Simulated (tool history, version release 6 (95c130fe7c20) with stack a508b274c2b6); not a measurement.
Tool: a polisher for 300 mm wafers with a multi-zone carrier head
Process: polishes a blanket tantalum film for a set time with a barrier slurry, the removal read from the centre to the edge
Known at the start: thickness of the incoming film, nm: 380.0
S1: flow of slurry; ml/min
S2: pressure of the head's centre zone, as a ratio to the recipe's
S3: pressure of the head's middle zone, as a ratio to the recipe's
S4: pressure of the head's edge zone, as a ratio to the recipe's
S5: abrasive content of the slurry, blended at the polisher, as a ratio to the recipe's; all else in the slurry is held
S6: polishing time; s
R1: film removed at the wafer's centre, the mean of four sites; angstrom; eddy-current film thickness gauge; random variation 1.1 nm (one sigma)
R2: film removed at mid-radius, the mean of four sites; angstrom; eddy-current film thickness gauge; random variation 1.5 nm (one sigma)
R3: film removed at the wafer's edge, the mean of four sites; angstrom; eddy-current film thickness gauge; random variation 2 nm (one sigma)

run,hour,S1,S2,S3,S4,S5,S6,R1,R2,R3
1,0,250,1,1,1,1,63,1125,1118.4,1111.2
2,3.4,260,0.98,1.04,1.05,1.1,63,1113.3,1199.2,1191.7
3,12,260,0.91,1.04,1.05,1.1,63,1043,1196.9,1172.9
4,15.7,275,0.94,1.07,1.08,1.15,63,1093,1206.1,1165.4
5,22.5,260,0.93,1.08,1.08,1.25,65,1141.9,1294.1,1267.1
6,27.5,320,0.93,1.08,1.08,1.25,65,1156.3,1320.2,1289.9

Forecast run 7:
7,34.5,325,0.93,1.09,1.08,1.3,65,?,?,?

R1: 1161.5 angstrom
R2: 1333.3 angstrom
R3: 1274.8 angstrom
